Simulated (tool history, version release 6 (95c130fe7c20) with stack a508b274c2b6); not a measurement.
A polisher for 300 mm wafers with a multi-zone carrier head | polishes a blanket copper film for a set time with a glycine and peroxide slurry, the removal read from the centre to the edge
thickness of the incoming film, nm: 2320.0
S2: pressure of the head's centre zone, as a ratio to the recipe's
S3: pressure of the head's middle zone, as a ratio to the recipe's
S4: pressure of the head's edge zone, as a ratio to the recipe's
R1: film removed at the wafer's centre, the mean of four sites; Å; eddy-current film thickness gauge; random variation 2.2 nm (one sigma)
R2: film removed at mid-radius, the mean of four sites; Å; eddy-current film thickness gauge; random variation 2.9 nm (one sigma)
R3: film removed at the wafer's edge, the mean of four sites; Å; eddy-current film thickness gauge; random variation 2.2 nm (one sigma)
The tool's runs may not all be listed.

run 1 hour=0 | flow_of_slurry_(ml/min)=305 S2=1 S3=1 S4=1 polishing_time_(s)=76 | R1=3985 R2=3968.5 R3=4113
run 2 hour=1.9 | flow_of_slurry_(ml/min)=305 S2=0.99 S3=1 S4=0.98 polishing_time_(s)=70 | R1=3703.5 R2=3766.5 R3=3744.5
run 3 hour=8.5 | flow_of_slurry_(ml/min)=305 S2=0.99 S3=1 S4=0.91 polishing_time_(s)=70 | R1=3689.5 R2=3776.6 R3=3662.6
run 4 hour=10.4 | flow_of_slurry_(ml/min)=305 S2=1.03 S3=1 S4=0.91 polishing_time_(s)=70 | R1=3845 R2=3717.4 R3=3628.2
run 5 hour=13.7 | flow_of_slurry_(ml/min)=305 S2=1.03 S3=1 S4=0.91 polishing_time_(s)=84 | R1=4598.7 R2=4508.1 R3=4337.7
-- hour=19.8 slurry nozzle cleaned
run 6 hour=19.8 | flow_of_slurry_(ml/min)=305 S2=1.02 S3=1 S4=0.9 polishing_time_(s)=77 | R1=4264.6 R2=4115 R3=4080.8
run 7 hour=23.6 | flow_of_slurry_(ml/min)=305 S2=1.01 S3=1 S4=0.9 polishing_time_(s)=71 | R1=3821.6 R2=3813.9 R3=3729.2
run 8 hour=30.2 | flow_of_slurry_(ml/min)=305 S2=1.01 S3=1 S4=0.9 polishing_time_(s)=66 | R1=3607.5 R2=3585.1 R3=3446.7
run 9 hour=33.7 | flow_of_slurry_(ml/min)=305 S2=1 S3=1 S4=0.9 polishing_time_(s)=62 | R1=3350.1 R2=3407.6 R3=3235.7

The next listed run, before its measurement:
run 10 hour=40.4 | flow_of_slurry_(ml/min)=305 S2=0.99 S3=0.99 S4=0.9 polishing_time_(s)=59 | R1=? R2=? R3=?

Run 10 gave R1 3140.8 Å, R2 3181.4 Å, R3 3073 Å.

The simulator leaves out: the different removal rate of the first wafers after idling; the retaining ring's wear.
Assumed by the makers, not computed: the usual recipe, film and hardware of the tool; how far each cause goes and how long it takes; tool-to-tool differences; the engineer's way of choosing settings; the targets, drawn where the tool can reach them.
